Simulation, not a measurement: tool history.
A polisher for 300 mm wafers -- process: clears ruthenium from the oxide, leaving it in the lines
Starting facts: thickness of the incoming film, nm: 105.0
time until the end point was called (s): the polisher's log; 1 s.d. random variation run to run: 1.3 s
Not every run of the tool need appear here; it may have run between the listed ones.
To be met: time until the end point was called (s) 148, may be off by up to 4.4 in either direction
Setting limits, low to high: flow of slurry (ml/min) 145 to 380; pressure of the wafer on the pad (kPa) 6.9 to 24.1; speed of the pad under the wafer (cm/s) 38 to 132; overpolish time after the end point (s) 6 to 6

| run | hour | flow of slurry (ml/min) | pressure of the wafer on the pad (kPa) | speed of the pad under the wafer (cm/s) | overpolish time after the end point (s) | time until the end point was called (s) |
|---|---|---|---|---|---|---|
| 1 | 0 | 245 | 15.2 | 84 | 6 | 105.04 |
| 2 | 8.4 | 245 | 15.2 | 66 | 6 | 133.04 |
| 3 | 15.6 | 245 | 11.7 | 66 | 6 | 173.06 |
| 4 | 21.9 | 245 | 11.7 | 52 | 6 | 215.85 |
| 5 | 22.9 | 245 | 11.7 | 62 | 6 | 179.83 |
| 6 | 23.8 | 190 | 11.7 | 62 | 6 | 189.89 |
| 7 | 31.8 | 200 | 12.4 | 62 | 6 | 178.28 |
| 8 | 35.5 | 205 | 13.1 | 62 | 6 | 165.31 |
| 9 | 39.4 | 205 | 13.1 | 62 | 6 | 167.34 |
| 10 | 48.4 | 205 | 13.1 | 62 | 6 | 167.66 |
| 11 | 50.4 | 205 | 13.8 | 62 | 6 | 158.81 |

Exactly one of the 4 candidate moves below puts every result within its allowed miss. Which one?
| A | 52.4 | 230 | 13.1 | 74 | 6 | ? |
| B | 52.4 | 225 | 13.8 | 66 | 6 | ? |
| C | 52.4 | 200 | 17.2 | 58 | 6 | ? |
| D | 52.4 | 210 | 13.8 | 58 | 6 | ? |

| move | time until the end point was called (s) |
|---|---|
| A | 139.38 |
| B | 148.53 |
| C | 137.7 |
| D | 169.76 |
A: the result that was furthest off in the last run now lies on the other side of its target
B: meets every target
C: the result that was furthest off in the last run now lies on the other side of its target
D: lands further from the targets than the last run did
The right move is B.

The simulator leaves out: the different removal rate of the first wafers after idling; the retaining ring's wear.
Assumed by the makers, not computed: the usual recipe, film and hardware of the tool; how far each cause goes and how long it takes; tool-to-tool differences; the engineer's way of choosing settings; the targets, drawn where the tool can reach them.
